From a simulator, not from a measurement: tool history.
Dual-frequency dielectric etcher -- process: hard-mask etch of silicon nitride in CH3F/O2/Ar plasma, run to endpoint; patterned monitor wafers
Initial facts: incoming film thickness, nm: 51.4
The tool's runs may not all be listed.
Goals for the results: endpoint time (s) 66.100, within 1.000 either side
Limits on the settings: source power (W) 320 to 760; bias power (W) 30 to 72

run,hour,source power (W),bias power (W),endpoint time (s)
1,0.0,540,51,73.582
2,7.6,580,51,71.621
3,10.1,500,51,74.725
4,14.4,570,51,71.964
5,16.4,570,48,73.969
6,18.4,620,49,71.512
7,24.4,650,50,69.869
8,28.2,680,50,69.081
9,35.2,700,51,67.269
10,38.5,710,51,66.996
11,40.7,720,51,66.974

Consider the 5 candidate settings below. Which is the only one whose results all fall within their allowed miss of target?
A,42.9,700,50,?
B,42.9,740,47,?
C,42.9,680,51,?
D,42.9,680,52,?
E,42.9,760,50,?

move,endpoint time (s)
A,67.969
B,68.416
C,68.054
D,67.536
E,66.228
A: the biggest miss grows against the last run
B: the biggest miss grows against the last run
C: the biggest miss grows against the last run
D: the biggest miss grows against the last run
E: in spec on every target
The right move is E.
